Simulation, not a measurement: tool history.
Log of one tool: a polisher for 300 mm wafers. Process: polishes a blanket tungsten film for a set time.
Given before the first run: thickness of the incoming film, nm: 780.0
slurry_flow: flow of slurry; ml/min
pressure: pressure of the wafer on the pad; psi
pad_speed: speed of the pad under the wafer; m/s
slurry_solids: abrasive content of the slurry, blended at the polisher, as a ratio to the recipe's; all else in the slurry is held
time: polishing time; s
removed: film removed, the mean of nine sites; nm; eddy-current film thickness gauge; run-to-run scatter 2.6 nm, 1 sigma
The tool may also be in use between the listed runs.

run 1 day=0.000 | slurry_flow=150 pressure=4.5 pad_speed=0.98 slurry_solids=1.0 time=71 | removed=417.83
run 2 day=0.079 | slurry_flow=150 pressure=4.5 pad_speed=0.98 slurry_solids=1.0 time=71 | removed=415.22
run 3 day=0.175 | slurry_flow=130 pressure=4.5 pad_speed=0.98 slurry_solids=1.0 time=71 | removed=399.51
run 4 day=0.471 | slurry_flow=125 pressure=4.2 pad_speed=0.98 slurry_solids=1.0 time=71 | removed=379.76
run 5 day=0.575 | slurry_flow=105 pressure=4.2 pad_speed=0.98 slurry_solids=1.0 time=71 | removed=372.15
run 6 day=0.908 | slurry_flow=105 pressure=3.9 pad_speed=0.98 slurry_solids=1.0 time=71 | removed=347.57
run 7 day=1.154 | slurry_flow=105 pressure=3.7 pad_speed=0.98 slurry_solids=1.0 time=71 | removed=336.85

Run 8 has not been measured yet. What should we expect?
run 8 day=1.354 | slurry_flow=100 pressure=2.8 pad_speed=0.98 slurry_solids=1.0 time=71 | removed=?

removed: 253.42 nm
